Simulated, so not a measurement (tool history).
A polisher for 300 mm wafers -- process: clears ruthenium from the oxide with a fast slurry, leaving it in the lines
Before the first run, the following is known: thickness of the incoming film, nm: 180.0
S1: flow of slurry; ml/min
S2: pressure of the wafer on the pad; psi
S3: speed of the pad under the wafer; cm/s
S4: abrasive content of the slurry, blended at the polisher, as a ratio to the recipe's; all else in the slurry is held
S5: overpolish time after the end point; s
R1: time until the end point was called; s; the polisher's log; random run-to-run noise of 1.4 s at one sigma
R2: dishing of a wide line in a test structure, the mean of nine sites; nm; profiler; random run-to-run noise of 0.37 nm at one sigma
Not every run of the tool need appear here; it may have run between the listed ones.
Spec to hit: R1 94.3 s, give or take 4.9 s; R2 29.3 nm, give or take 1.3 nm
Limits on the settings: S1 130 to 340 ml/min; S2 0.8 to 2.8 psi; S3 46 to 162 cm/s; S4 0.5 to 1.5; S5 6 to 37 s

run,day,S1,S2,S3,S4,S5,R1,R2
1,0,220,1.8,104,1,19,64.708,34.323
2,0.3,220,2.2,104,1,19,56.276,36.6
3,0.496,220,2.2,92,1,19,62.35,34.758
4,0.642,220,2.2,92,1,12,62.95,25.521
5,0.833,220,2.2,92,0.85,12,66.851,24.418
6,1.146,220,1.9,92,0.9,15,72.318,27.005
7,1.388,220,1.7,92,0.9,17,79.132,28.145
8,1.533,220,1.6,92,0.9,18,81.329,28.004
9,1.696,220,1.5,92,0.9,19,83.481,28.896
10,1.829,220,1.4,92,0.9,20,88.172,28.899
11,2.204,220,1.3,92,0.9,20,91.476,27.299

Which single option among these 5 for the next run brings every result within its allowed miss of target? Just one does.
A,2.579,195,1.2,80,1.05,22,?,?
B,2.579,220,1.4,80,1.1,18,?,?
C,2.579,240,0.8,104,0.95,30,?,?
D,2.579,235,1.3,94,0.75,22,?,?
E,2.579,245,1.3,86,0.85,20,?,?

move,R1,R2
A,105.65,26.535
B,94.019,24.99
C,103.19,33.03
D,94.82,28.587
E,98.871,25.996
A: moves away from the targets compared with the last run
B: moves away from the targets compared with the last run
C: the result that was furthest off in the last run now lies on the other side of its target
D: in spec on every target
E: moves away from the targets compared with the last run
The move that meets every target is D.

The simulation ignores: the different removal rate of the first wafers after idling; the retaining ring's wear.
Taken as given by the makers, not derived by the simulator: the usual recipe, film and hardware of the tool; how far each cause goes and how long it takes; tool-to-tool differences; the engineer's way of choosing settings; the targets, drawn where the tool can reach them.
